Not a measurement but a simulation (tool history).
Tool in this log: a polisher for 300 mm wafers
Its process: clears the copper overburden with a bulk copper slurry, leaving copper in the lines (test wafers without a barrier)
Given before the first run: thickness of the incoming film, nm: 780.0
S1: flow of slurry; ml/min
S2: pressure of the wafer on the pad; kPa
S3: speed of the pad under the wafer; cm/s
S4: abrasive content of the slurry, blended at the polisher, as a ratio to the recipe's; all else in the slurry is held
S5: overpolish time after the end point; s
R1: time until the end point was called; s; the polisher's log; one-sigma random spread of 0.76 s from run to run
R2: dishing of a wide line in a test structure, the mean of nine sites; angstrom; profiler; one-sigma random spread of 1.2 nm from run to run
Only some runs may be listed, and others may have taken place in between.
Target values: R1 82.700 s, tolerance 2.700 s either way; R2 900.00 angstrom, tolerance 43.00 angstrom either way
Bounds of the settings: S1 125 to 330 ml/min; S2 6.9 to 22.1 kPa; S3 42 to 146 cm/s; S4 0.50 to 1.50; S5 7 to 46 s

Run 1, day 0.000: S1 210 ml/min, S2 14.5 kPa, S3 94 cm/s, S4 1.00, S5 24 s. Result: R1 95.992 s, R2 729.80 angstrom.
Run 2, day 0.129: S1 210 ml/min, S2 14.5 kPa, S3 94 cm/s, S4 0.90, S5 24 s. Result: R1 99.543 s, R2 720.13 angstrom.
Run 3, day 0.283: S1 210 ml/min, S2 14.5 kPa, S3 108 cm/s, S4 0.90, S5 24 s. Result: R1 88.272 s, R2 779.63 angstrom.
Run 4, day 0.650: S1 210 ml/min, S2 14.5 kPa, S3 108 cm/s, S4 0.90, S5 25 s. Result: R1 86.880 s, R2 773.12 angstrom.
Run 5, day 0.850: S1 210 ml/min, S2 14.5 kPa, S3 108 cm/s, S4 0.90, S5 26 s. Result: R1 87.771 s, R2 769.82 angstrom.
Run 6, day 1.225: S1 210 ml/min, S2 14.5 kPa, S3 108 cm/s, S4 0.90, S5 28 s. Result: R1 88.000 s, R2 820.24 angstrom.
Run 7, day 1.504: S1 210 ml/min, S2 14.5 kPa, S3 108 cm/s, S4 0.90, S5 29 s. Result: R1 88.488 s, R2 818.95 angstrom.
Run 8, day 1.550: S1 215 ml/min, S2 14.5 kPa, S3 108 cm/s, S4 0.90, S5 30 s. Result: R1 87.187 s, R2 836.50 angstrom.
Run 9, day 1.900: S1 220 ml/min, S2 14.5 kPa, S3 108 cm/s, S4 0.90, S5 31 s. Result: R1 86.105 s, R2 839.29 angstrom.
Run 10, day 1.946: S1 220 ml/min, S2 14.5 kPa, S3 108 cm/s, S4 0.90, S5 31 s. Result: R1 86.793 s, R2 842.50 angstrom.
Run 11, day 2.292: S1 220 ml/min, S2 14.5 kPa, S3 108 cm/s, S4 0.90, S5 32 s. Result: R1 87.944 s, R2 834.64 angstrom.
Run 12, day 2.429: S1 220 ml/min, S2 14.5 kPa, S3 108 cm/s, S4 0.90, S5 33 s. Result: R1 86.254 s, R2 854.64 angstrom.
Run 13, day 2.800: S1 225 ml/min, S2 14.5 kPa, S3 108 cm/s, S4 0.90, S5 35 s. Result: R1 87.396 s, R2 872.95 angstrom.

5 candidate next runs follow, results not yet known. Just one meets every target within its allowed miss. Identify it.
Run A, day 3.171: S1 195 ml/min, S2 15.9 kPa, S3 96 cm/s, S4 0.90, S5 39 s. Result: R1 ?, R2 ?.
Run B, day 3.171: S1 250 ml/min, S2 15.2 kPa, S3 110 cm/s, S4 0.85, S5 37 s. Result: R1 ?, R2 ?.
Run C, day 3.171: S1 190 ml/min, S2 12.4 kPa, S3 120 cm/s, S4 0.95, S5 35 s. Result: R1 ?, R2 ?.
Run D, day 3.171: S1 175 ml/min, S2 15.2 kPa, S3 92 cm/s, S4 1.05, S5 36 s. Result: R1 ?, R2 ?.
Run E, day 3.171: S1 280 ml/min, S2 17.9 kPa, S3 88 cm/s, S4 0.70, S5 38 s. Result: R1 ?, R2 ?.

move      R1      R2
   A  91.173  867.01
   B  82.149  867.35
   C  90.899  802.46
   D  95.880  833.42
   E  92.358  881.44
A: further off than the last run
B: every result lands within tolerance
C: further off than the last run
D: further off than the last run
E: further off than the last run
Go with B: it meets all targets.
